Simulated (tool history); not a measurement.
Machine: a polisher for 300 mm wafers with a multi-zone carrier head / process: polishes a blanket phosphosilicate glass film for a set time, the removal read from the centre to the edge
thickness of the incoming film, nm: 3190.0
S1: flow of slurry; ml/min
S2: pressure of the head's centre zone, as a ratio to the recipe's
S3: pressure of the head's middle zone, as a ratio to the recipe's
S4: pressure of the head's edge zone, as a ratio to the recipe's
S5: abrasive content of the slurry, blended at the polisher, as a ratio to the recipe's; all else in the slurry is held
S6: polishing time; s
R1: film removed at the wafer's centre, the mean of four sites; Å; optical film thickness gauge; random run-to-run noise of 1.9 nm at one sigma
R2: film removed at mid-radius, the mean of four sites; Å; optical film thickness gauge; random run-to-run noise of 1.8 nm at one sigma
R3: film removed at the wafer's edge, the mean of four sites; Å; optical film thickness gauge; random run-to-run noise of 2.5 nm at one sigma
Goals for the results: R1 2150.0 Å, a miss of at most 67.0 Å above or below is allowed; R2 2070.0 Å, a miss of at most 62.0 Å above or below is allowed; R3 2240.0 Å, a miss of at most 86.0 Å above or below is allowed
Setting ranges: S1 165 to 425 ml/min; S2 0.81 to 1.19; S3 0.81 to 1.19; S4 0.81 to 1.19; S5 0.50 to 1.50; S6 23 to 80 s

run 1 hour=0.0 | S1=275 S2=1.00 S3=1.00 S4=1.00 S5=1.00 S6=51 | R1=3526.2 R2=3554.6 R3=3467.5
run 2 hour=1.8 | S1=265 S2=0.97 S3=0.95 S4=0.97 S5=0.85 S6=49 | R1=2951.9 R2=2959.2 R3=3023.5
run 3 hour=5.5 | S1=260 S2=0.96 S3=0.92 S4=0.93 S5=0.75 S6=48 | R1=2660.7 R2=2595.3 R3=2637.9
run 4 hour=12.4 | S1=260 S2=1.03 S3=0.92 S4=0.93 S5=0.75 S6=48 | R1=2781.1 R2=2573.5 R3=2698.7
run 5 hour=19.3 | S1=305 S2=1.03 S3=0.92 S4=0.93 S5=0.75 S6=48 | R1=2881.8 R2=2653.5 R3=2608.7
run 6 hour=22.3 | S1=285 S2=0.99 S3=0.89 S4=0.91 S5=0.70 S6=48 | R1=2637.4 R2=2425.2 R3=2522.5
run 7 hour=30.2 | S1=285 S2=0.99 S3=0.89 S4=0.91 S5=0.70 S6=48 | R1=2605.6 R2=2398.7 R3=2511.6
run 8 hour=30.8 | S1=285 S2=0.99 S3=0.89 S4=0.91 S5=0.70 S6=48 | R1=2624.4 R2=2414.5 R3=2506.7
run 9 hour=34.8 | S1=275 S2=0.95 S3=0.87 S4=0.89 S5=0.70 S6=48 | R1=2500.5 R2=2327.0 R3=2483.5
run 10 hour=40.2 | S1=275 S2=0.92 S3=0.86 S4=0.87 S5=0.65 S6=48 | R1=2229.2 R2=2190.2 R3=2358.4
run 11 hour=46.2 | S1=280 S2=0.92 S3=0.85 S4=0.85 S5=0.65 S6=48 | R1=2281.6 R2=2210.0 R3=2333.9
run 12 hour=47.1 | S1=280 S2=0.91 S3=0.84 S4=0.84 S5=0.65 S6=48 | R1=2254.4 R2=2177.6 R3=2334.3
run 13 hour=51.0 | S1=245 S2=0.89 S3=0.82 S4=0.81 S5=0.60 S6=48 | R1=2003.7 R2=1976.2 R3=2077.7
run 14 hour=52.7 | S1=265 S2=0.89 S3=0.82 S4=0.82 S5=0.60 S6=48 | R1=2024.1 R2=2002.7 R3=2156.8
run 15 hour=60.8 | S1=280 S2=0.90 S3=0.82 S4=0.82 S5=0.60 S6=48 | R1=2060.9 R2=1976.7 R3=2129.2
run 16 hour=65.7 | S1=275 S2=0.92 S3=0.85 S4=0.88 S5=0.65 S6=48 | R1=2236.3 R2=2212.0 R3=2309.6
run 17 hour=66.2 | S1=260 S2=0.92 S3=0.84 S4=0.87 S5=0.65 S6=48 | R1=2279.0 R2=2150.9 R3=2253.0
run 18 hour=73.4 | S1=270 S2=0.91 S3=0.83 S4=0.86 S5=0.65 S6=48 | R1=2252.0 R2=2128.3 R3=2296.3

Which one of the following 4 next-run settings gets every result inside its allowed miss? There is exactly one.
run A hour=80.6 | S1=320 S2=0.91 S3=0.84 S4=0.89 S5=0.50 S6=57 | R1=? R2=? R3=?
run B hour=80.6 | S1=290 S2=0.98 S3=0.81 S4=0.94 S5=0.70 S6=43 | R1=? R2=? R3=?
run C hour=80.6 | S1=265 S2=0.98 S3=0.81 S4=0.88 S5=0.65 S6=47 | R1=? R2=? R3=?
run D hour=80.6 | S1=340 S2=0.84 S3=0.86 S4=0.89 S5=0.65 S6=46 | R1=? R2=? R3=?

move=A R1=2105.6 R2=2070.9 R3=2225.9
move=B R1=2279.5 R2=2023.3 R3=2302.8
move=C R1=2324.8 R2=2066.1 R3=2286.6
move=D R1=2005.8 R2=2178.2 R3=2293.3
A: hits every target within its allowed miss
B: the biggest miss grows against the last run
C: the biggest miss grows against the last run
D: the result that was furthest off in the last run now lies on the other side of its target
A is the move that brings every result within its allowed miss.

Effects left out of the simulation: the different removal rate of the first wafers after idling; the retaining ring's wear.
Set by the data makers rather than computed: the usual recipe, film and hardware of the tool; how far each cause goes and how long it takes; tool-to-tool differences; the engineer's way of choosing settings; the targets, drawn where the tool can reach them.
